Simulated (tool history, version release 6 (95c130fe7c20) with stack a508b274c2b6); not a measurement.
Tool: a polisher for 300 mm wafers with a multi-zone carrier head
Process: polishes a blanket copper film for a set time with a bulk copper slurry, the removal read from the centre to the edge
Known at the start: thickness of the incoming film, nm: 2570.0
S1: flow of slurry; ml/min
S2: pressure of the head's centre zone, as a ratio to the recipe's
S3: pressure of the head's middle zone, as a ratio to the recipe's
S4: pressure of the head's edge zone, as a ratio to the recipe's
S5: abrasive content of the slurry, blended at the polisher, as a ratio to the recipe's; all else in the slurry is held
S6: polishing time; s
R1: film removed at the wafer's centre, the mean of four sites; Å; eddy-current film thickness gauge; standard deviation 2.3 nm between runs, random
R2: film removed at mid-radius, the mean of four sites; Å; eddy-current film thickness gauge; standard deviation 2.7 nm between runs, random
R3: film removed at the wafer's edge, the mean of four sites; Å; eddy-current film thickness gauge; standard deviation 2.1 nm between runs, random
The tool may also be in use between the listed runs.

{"run": 1, "hour": 0.0, "S1": 285, "S2": 1, "S3": 1, "S4": 1, "S5": 1, "S6": 34, "R1": 2348.2, "R2": 2351, "R3": 2379.3}
{"run": 2, "hour": 8.8, "S1": 285, "S2": 1, "S3": 1, "S4": 1, "S5": 0.85, "S6": 34, "R1": 2331.2, "R2": 2285.5, "R3": 2308.6}
{"run": 3, "hour": 10.0, "S1": 285, "S2": 1, "S3": 1, "S4": 1, "S5": 0.95, "S6": 34, "R1": 2339.9, "R2": 2330.5, "R3": 2351.9}
{"run": 4, "hour": 17.0, "S1": 300, "S2": 1.04, "S3": 1.01, "S4": 1.04, "S5": 1.1, "S6": 35, "R1": 2603.4, "R2": 2485.9, "R3": 2523}
{"run": 5, "hour": 19.9, "S1": 300, "S2": 1.04, "S3": 1.01, "S4": 1.09, "S5": 1.1, "S6": 35, "R1": 2592.7, "R2": 2516.9, "R3": 2582.2}
{"run": 6, "hour": 22.8, "S1": 300, "S2": 1.05, "S3": 1.01, "S4": 1.11, "S5": 1.2, "S6": 37, "R1": 2807.6, "R2": 2654.4, "R3": 2805.7}

Run 7, settings as shown, results not yet in. Your forecast:
{"run": 7, "hour": 24.6, "S1": 305, "S2": 1.06, "S3": 1.02, "S4": 1.12, "S5": 1.25, "S6": 38, "R1": "?", "R2": "?", "R3": "?"}

R1: 2941.3 Å
R2: 2794 Å
R3: 2882 Å
